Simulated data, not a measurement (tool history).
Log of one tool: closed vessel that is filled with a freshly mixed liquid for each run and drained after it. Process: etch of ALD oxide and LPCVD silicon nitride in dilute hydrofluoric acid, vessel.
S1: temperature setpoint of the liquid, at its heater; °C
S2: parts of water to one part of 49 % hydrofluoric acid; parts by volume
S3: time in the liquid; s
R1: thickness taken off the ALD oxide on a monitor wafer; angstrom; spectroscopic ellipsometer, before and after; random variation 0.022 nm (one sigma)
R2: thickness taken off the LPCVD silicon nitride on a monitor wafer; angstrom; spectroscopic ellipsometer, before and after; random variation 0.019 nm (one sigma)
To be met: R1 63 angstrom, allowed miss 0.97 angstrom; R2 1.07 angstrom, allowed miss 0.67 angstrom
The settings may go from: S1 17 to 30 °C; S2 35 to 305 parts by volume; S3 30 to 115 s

| run | hour | S1 | S2 | S3 | R1 | R2 |
|---|---|---|---|---|---|---|
| 1 | 0 | 22 | 170 | 60 | 98.659 | 1.4171 |
| 2 | 8.9 | 20.5 | 180 | 60 | 86.827 | 1.3885 |
| 3 | 17.4 | 19.5 | 190 | 60 | 78.207 | 1.0197 |
| 4 | 18.6 | 19 | 195 | 60 | 74.522 | 0.88345 |
| 5 | 25.1 | 19 | 195 | 35 | 43.343 | 0.69612 |
| 6 | 26.3 | 21.5 | 195 | 35 | 47.753 | 0.66993 |
| 7 | 34.5 | 23.5 | 195 | 35 | 51.949 | 0.75776 |
| 8 | 36.8 | 23.5 | 195 | 35 | 52.048 | 1.1719 |

Which of these 4 next moves meets every target?
| A | 39.1 | 18 | 175 | 45 | ? | ? |
| B | 39.1 | 24 | 215 | 45 | ? | ? |
| C | 39.1 | 21.5 | 200 | 45 | ? | ? |
| D | 39.1 | 22 | 230 | 55 | ? | ? |

| move | R1 | R2 |
|---|---|---|
| A | 61.195 | 1.1897 |
| B | 60.2 | 1.4384 |
| C | 59.878 | 1.3168 |
| D | 62.917 | 1.4494 |
A: nearer than the last run, and not there yet
B: nearer than the last run, and not there yet
C: nearer than the last run, and not there yet
D: meets every target
Move D is the one to make.
